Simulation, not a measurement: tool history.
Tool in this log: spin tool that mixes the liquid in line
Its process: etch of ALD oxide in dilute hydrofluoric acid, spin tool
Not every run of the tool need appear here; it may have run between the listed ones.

run	hour	temperature setpoint of the liquid (°C)	parts of water to one part of 49 % hydrofluoric acid (parts by volume)	time under the liquid (s)	thickness taken off the ALD oxide on a monitor wafer (angstrom)
1	0.0	23.0	190	295	125.900
2	3.1	23.0	235	295	97.709
3	7.5	23.0	265	295	85.170
4	8.5	20.0	265	295	75.844
5	12.3	22.5	240	295	93.963
6	14.9	24.5	220	295	113.010
7	19.9	26.0	205	295	129.650
8	24.4	30.0	150	295	218.590
9	30.8	29.5	150	295	215.030
10	32.7	29.0	150	295	208.970

Forecast run 11:
11	41.2	28.5	150	295	?

thickness taken off the ALD oxide on a monitor wafer (angstrom): 207.740

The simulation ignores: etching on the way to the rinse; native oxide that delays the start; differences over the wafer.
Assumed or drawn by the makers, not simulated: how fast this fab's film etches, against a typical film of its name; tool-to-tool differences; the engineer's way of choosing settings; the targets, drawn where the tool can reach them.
